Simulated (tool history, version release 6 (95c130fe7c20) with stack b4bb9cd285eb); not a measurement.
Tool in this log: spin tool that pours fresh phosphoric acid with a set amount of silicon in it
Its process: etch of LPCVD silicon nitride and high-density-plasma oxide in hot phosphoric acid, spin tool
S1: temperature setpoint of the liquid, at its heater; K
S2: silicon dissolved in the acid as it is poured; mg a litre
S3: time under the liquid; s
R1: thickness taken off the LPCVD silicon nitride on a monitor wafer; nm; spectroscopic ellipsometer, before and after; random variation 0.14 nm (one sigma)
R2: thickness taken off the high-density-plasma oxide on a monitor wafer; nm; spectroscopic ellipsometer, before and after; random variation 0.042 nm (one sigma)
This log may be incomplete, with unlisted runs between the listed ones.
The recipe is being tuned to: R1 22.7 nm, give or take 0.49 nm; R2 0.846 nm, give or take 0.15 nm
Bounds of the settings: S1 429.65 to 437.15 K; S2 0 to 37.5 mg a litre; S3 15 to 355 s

run,hour,S1,S2,S3,R1,R2
1,0,432.15,16.5,180,16.191,0.89
2,8.6,432.15,23,180,16.234,0.73395
3,15.7,430.65,23,180,15.516,0.57148
4,19.9,430.65,23,105,9.0039,0.3316
5,22.8,431.65,23,105,9.278,0.34617
6,24.9,431.65,30,105,9.3951,0.2771
7,28,431.65,30,105,9.2953,0.26961
8,30.9,432.15,30.5,130,11.755,0.37558
9,32,433.15,32,145,13.414,0.35949
10,34.5,435.65,21.5,230,23.371,1.1923
11,35.8,435.65,21.5,230,23.547,1.0763
12,39.6,435.65,22.5,230,23.214,1.13
13,41.5,435.65,24,230,23.37,1.1116
14,47.6,435.65,25.5,230,23.404,0.98749
15,50.9,435.65,26,230,23.34,0.94495
16,53.8,435.65,26.5,230,23.159,0.84776

4 candidate next runs follow, results not yet known. Just one meets every target within its allowed miss. Identify it.
A,56.7,434.15,27,235,?,?
B,56.7,435.65,32,240,?,?
C,56.7,436.65,31,225,?,?
D,56.7,435.65,24,235,?,?

move,R1,R2
A,22.756,0.9485
B,24.431,0.84922
C,23.676,0.90338
D,23.922,1.1956
A: meets every target
B: moves away from the targets compared with the last run
C: moves away from the targets compared with the last run
D: moves away from the targets compared with the last run
The right move is A.
